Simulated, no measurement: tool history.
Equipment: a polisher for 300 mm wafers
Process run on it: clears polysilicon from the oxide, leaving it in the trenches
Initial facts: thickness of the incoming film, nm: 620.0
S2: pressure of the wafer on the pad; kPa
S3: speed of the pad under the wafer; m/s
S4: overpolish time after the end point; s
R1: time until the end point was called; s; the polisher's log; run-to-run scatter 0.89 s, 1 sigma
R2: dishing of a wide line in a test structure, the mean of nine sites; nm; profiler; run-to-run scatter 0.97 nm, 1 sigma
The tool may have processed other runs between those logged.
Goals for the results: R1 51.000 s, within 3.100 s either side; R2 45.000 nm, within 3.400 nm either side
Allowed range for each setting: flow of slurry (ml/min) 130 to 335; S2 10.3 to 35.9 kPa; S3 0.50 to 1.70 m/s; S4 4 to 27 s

run 1 day=0.000 | flow_of_slurry_(ml/min)=215 S2=22.8 S3=1.10 S4=14 | R1=27.299 R2=76.741
run 2 day=0.342 | flow_of_slurry_(ml/min)=215 S2=20.7 S3=1.08 S4=12 | R1=29.494 R2=72.823
run 3 day=0.583 | flow_of_slurry_(ml/min)=220 S2=18.6 S3=1.04 S4=11 | R1=34.281 R2=70.214
run 4 day=0.850 | flow_of_slurry_(ml/min)=220 S2=23.4 S3=1.04 S4=11 | R1=27.000 R2=75.849
run 5 day=1.150 | flow_of_slurry_(ml/min)=205 S2=21.4 S3=1.04 S4=10 | R1=30.250 R2=68.607
run 6 day=1.408 | flow_of_slurry_(ml/min)=205 S2=21.4 S3=1.26 S4=10 | R1=25.740 R2=75.047
run 7 day=1.538 | flow_of_slurry_(ml/min)=190 S2=20.7 S3=1.12 S4=9 | R1=29.265 R2=70.312
run 8 day=1.875 | flow_of_slurry_(ml/min)=180 S2=20.0 S3=1.02 S4=8 | R1=31.706 R2=62.202
run 9 day=2.067 | flow_of_slurry_(ml/min)=170 S2=18.6 S3=1.00 S4=7 | R1=35.951 R2=59.444
run 10 day=2.154 | flow_of_slurry_(ml/min)=130 S2=11.7 S3=1.16 S4=4 | R1=50.433 R2=34.311
run 11 day=2.329 | flow_of_slurry_(ml/min)=140 S2=11.7 S3=1.14 S4=5 | R1=51.877 R2=39.804
run 12 day=2.500 | flow_of_slurry_(ml/min)=145 S2=11.7 S3=1.14 S4=5 | R1=51.320 R2=41.090
run 13 day=2.562 | flow_of_slurry_(ml/min)=150 S2=11.7 S3=1.14 S4=5 | R1=50.232 R2=39.877
run 14 day=2.933 | flow_of_slurry_(ml/min)=155 S2=11.7 S3=1.14 S4=5 | R1=51.332 R2=40.211
run 15 day=3.229 | flow_of_slurry_(ml/min)=160 S2=11.7 S3=1.14 S4=5 | R1=50.828 R2=39.268
run 16 day=3.583 | flow_of_slurry_(ml/min)=160 S2=11.7 S3=1.12 S4=5 | R1=51.815 R2=39.304
run 17 day=3.862 | flow_of_slurry_(ml/min)=160 S2=11.7 S3=1.12 S4=5 | R1=51.355 R2=39.318
run 18 day=4.096 | flow_of_slurry_(ml/min)=160 S2=11.7 S3=1.12 S4=11 | R1=52.785 R2=61.139
run 19 day=4.467 | flow_of_slurry_(ml/min)=160 S2=11.7 S3=1.12 S4=11 | R1=51.438 R2=62.745
run 20 day=4.592 | flow_of_slurry_(ml/min)=160 S2=11.7 S3=1.14 S4=10 | R1=51.996 R2=58.211
run 21 day=4.646 | flow_of_slurry_(ml/min)=160 S2=11.7 S3=1.16 S4=9 | R1=50.339 R2=57.588
run 22 day=4.800 | flow_of_slurry_(ml/min)=160 S2=11.7 S3=1.12 S4=7 | R1=51.528 R2=50.368
run 23 day=5.050 | flow_of_slurry_(ml/min)=155 S2=11.7 S3=1.12 S4=7 | R1=50.728 R2=48.795
run 24 day=5.083 | flow_of_slurry_(ml/min)=155 S2=11.7 S3=1.14 S4=7 | R1=49.988 R2=49.518

Of the 5 settings listed for the next run, only one would bring every result within its allowed miss of target. Which one?
run A day=5.117 | flow_of_slurry_(ml/min)=175 S2=11.7 S3=1.16 S4=9 | R1=? R2=?
run B day=5.117 | flow_of_slurry_(ml/min)=130 S2=10.3 S3=1.34 S4=6 | R1=? R2=?
run C day=5.117 | flow_of_slurry_(ml/min)=165 S2=10.3 S3=1.30 S4=9 | R1=? R2=?
run D day=5.117 | flow_of_slurry_(ml/min)=180 S2=11.7 S3=1.14 S4=8 | R1=? R2=?
run E day=5.117 | flow_of_slurry_(ml/min)=135 S2=13.8 S3=1.00 S4=8 | R1=? R2=?

move=A R1=50.725 R2=58.203
move=B R1=51.713 R2=45.888
move=C R1=52.061 R2=57.470
move=D R1=51.353 R2=54.485
move=E R1=50.205 R2=55.139
A: its largest miss is bigger than the last run's
B: hits every target within its allowed miss
C: its largest miss is bigger than the last run's
D: its largest miss is bigger than the last run's
E: its largest miss is bigger than the last run's
So the answer is move B, the one that meets all the targets.

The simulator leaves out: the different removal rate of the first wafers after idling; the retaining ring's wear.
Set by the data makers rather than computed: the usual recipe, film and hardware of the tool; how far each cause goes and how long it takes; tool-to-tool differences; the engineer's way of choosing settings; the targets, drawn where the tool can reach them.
